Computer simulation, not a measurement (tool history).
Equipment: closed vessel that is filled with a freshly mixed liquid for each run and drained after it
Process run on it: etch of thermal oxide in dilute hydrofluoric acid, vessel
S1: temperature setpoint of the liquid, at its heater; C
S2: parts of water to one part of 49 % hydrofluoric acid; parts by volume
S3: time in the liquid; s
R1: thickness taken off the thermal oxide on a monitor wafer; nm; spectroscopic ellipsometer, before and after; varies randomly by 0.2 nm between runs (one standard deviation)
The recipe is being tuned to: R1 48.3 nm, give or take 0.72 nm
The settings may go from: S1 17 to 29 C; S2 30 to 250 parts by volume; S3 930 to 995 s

{"run": 1, "hour": 0.0, "S1": 21, "S2": 140, "S3": 930, "R1": 22.931}
{"run": 2, "hour": 1.9, "S1": 18.5, "S2": 140, "S3": 930, "R1": 20.694}
{"run": 3, "hour": 10.3, "S1": 20, "S2": 140, "S3": 930, "R1": 22.133}
{"run": 4, "hour": 15.8, "S1": 21.5, "S2": 130, "S3": 930, "R1": 25.395}
{"run": 5, "hour": 19.2, "S1": 25, "S2": 130, "S3": 930, "R1": 29.314}
{"run": 6, "hour": 25.1, "S1": 26, "S2": 120, "S3": 930, "R1": 33.269}
{"run": 7, "hour": 31.5, "S1": 26.5, "S2": 115, "S3": 930, "R1": 35.775}
{"run": 8, "hour": 36.5, "S1": 27, "S2": 110, "S3": 930, "R1": 38.326}
{"run": 9, "hour": 44.3, "S1": 27.5, "S2": 105, "S3": 930, "R1": 41.266}
{"run": 10, "hour": 46.2, "S1": 28, "S2": 105, "S3": 930, "R1": 41.923}
{"run": 11, "hour": 54.5, "S1": 29, "S2": 90, "S3": 930, "R1": 51.765}
{"run": 12, "hour": 60.8, "S1": 28.5, "S2": 90, "S3": 930, "R1": 51.055}
{"hour": 65.5, "done": "thermometer replaced"}
{"run": 13, "hour": 65.5, "S1": 28, "S2": 90, "S3": 930, "R1": 52.955}
{"run": 14, "hour": 69.6, "S1": 27.5, "S2": 90, "S3": 930, "R1": 52.109}
{"run": 15, "hour": 75.4, "S1": 25, "S2": 90, "S3": 930, "R1": 47.288}

Next run, 5 choices. One meets every target within its allowed miss, the rest don't. Which?
{"run": "A", "hour": 81.2, "S1": 27.5, "S2": 95, "S3": 945, "R1": "?"}
{"run": "B", "hour": 81.2, "S1": 25, "S2": 95, "S3": 980, "R1": "?"}
{"run": "C", "hour": 81.2, "S1": 24.5, "S2": 90, "S3": 930, "R1": "?"}
{"run": "D", "hour": 81.2, "S1": 27, "S2": 100, "S3": 995, "R1": "?"}
{"run": "E", "hour": 81.2, "S1": 28, "S2": 100, "S3": 930, "R1": "?"}

move=A R1=49.733
move=B R1=46.787
move=C R1=46.24
move=D R1=48.473
move=E R1=47.078
A: pushes the last run's worst result past its target
B: lands further from the targets than the last run did
C: lands further from the targets than the last run did
D: in spec on every target
E: lands further from the targets than the last run did
The right move is D.

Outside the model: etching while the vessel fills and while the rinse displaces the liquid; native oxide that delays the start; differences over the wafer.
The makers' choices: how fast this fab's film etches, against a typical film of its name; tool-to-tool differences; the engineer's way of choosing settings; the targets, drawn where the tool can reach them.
